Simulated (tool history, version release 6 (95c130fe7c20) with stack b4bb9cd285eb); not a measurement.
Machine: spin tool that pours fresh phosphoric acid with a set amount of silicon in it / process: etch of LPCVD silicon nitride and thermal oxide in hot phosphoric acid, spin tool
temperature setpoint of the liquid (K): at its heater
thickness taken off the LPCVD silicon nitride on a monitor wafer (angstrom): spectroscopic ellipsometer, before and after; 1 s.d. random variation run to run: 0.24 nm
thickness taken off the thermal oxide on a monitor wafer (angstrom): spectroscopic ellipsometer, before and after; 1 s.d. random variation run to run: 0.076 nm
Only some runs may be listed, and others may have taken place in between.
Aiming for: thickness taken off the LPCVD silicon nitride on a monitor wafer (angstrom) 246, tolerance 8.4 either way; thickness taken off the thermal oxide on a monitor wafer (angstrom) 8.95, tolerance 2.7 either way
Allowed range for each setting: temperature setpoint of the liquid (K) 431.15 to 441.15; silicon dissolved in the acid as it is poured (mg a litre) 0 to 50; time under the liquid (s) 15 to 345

| run | hour | temperature setpoint of the liquid (K) | silicon dissolved in the acid as it is poured (mg a litre) | time under the liquid (s) | thickness taken off the LPCVD silicon nitride on a monitor wafer (angstrom) | thickness taken off the thermal oxide on a monitor wafer (angstrom) |
|---|---|---|---|---|---|---|
| 1 | 0 | 436.15 | 27 | 175 | 145.67 | 2.4896 |
| 2 | 3.5 | 437.15 | 23 | 195 | 169.02 | 4.4188 |
| 3 | 5.5 | 437.65 | 23.5 | 210 | 184.01 | 4.9761 |
| 4 | 13.5 | 437.65 | 23.5 | 150 | 129.57 | 2.4586 |
| 5 | 14.7 | 436.65 | 23.5 | 150 | 127.32 | 3.1256 |
| 6 | 21.4 | 437.15 | 22 | 175 | 150.92 | 3.7151 |
| 7 | 22.8 | 437.65 | 21.5 | 195 | 170.55 | 4.3397 |
| 8 | 24.8 | 438.15 | 20 | 210 | 186.86 | 5.459 |
| 9 | 26.8 | 438.15 | 19.5 | 220 | 193.91 | 5.6549 |
| 10 | 28 | 438.15 | 18.5 | 230 | 202.85 | 5.2747 |
| 11 | 36.4 | 438.65 | 15.5 | 240 | 217.62 | 6.2093 |
| 12 | 38.5 | 438.65 | 12.5 | 245 | 224.04 | 7.2281 |
| 13 | 46.9 | 438.65 | 11.5 | 250 | 224.77 | 7.3838 |
| 14 | 49.1 | 438.65 | 11.5 | 250 | 226.21 | 7.6768 |

Which one of the following 4 next-run settings gets every result inside its allowed miss? There is exactly one.
| A | 51.3 | 438.15 | 27 | 275 | ? | ? |
| B | 51.3 | 434.65 | 30 | 310 | ? | ? |
| C | 51.3 | 439.15 | 8.5 | 270 | ? | ? |
| D | 51.3 | 433.65 | 28 | 300 | ? | ? |

| move | thickness taken off the LPCVD silicon nitride on a monitor wafer (angstrom) | thickness taken off the thermal oxide on a monitor wafer (angstrom) |
|---|---|---|
| A | 242.69 | 5.3145 |
| B | 243.66 | 4.143 |
| C | 246.21 | 9.3147 |
| D | 228.05 | 4.0222 |
A: corrects the largest miss of the last run, while another result sits out of spec
B: corrects the largest miss of the last run, while another result sits out of spec
C: in spec on every target
D: moves toward the targets from the last run without getting all of them in spec
C meets every target.

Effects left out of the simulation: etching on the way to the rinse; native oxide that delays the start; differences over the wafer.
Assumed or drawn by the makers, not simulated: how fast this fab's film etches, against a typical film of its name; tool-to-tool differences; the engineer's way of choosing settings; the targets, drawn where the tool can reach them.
